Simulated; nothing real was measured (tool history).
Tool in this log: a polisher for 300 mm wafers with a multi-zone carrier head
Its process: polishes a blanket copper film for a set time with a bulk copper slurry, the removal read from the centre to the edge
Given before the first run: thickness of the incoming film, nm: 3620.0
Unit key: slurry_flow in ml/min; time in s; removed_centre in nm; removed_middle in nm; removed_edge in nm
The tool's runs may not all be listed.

run,day,slurry_flow,centre_zone,middle_zone,edge_zone,slurry_solids,time,removed_centre,removed_middle,removed_edge
1,0.000,250,1.00,1.00,1.00,1.00,77,721.70,797.24,797.74
2,0.150,250,1.00,0.99,0.98,0.90,75,700.53,763.93,753.48
3,0.271,250,1.00,0.99,0.98,1.00,75,712.49,771.74,768.79
4,0.612,250,0.99,0.98,0.97,0.95,74,679.18,762.66,739.05
5,0.833,250,0.99,0.98,0.97,0.85,74,672.29,721.35,716.91
# day 0.888: centre zone pressure recalibrated
6,0.888,250,0.99,0.98,0.97,0.65,74,686.02,687.76,680.14
7,1.138,245,0.97,0.97,0.96,0.65,74,672.53,678.68,671.26
8,1.167,245,0.95,0.96,0.95,0.65,74,660.64,668.06,664.26
9,1.288,230,0.85,0.92,0.87,0.50,72,537.92,596.80,568.16

For run 10, what comes out?
10,1.354,230,0.85,0.92,0.88,0.50,72,?,?,?

{"run 10": {"removed_centre": 533.09, "removed_middle": 595.04, "removed_edge": 578.98}}
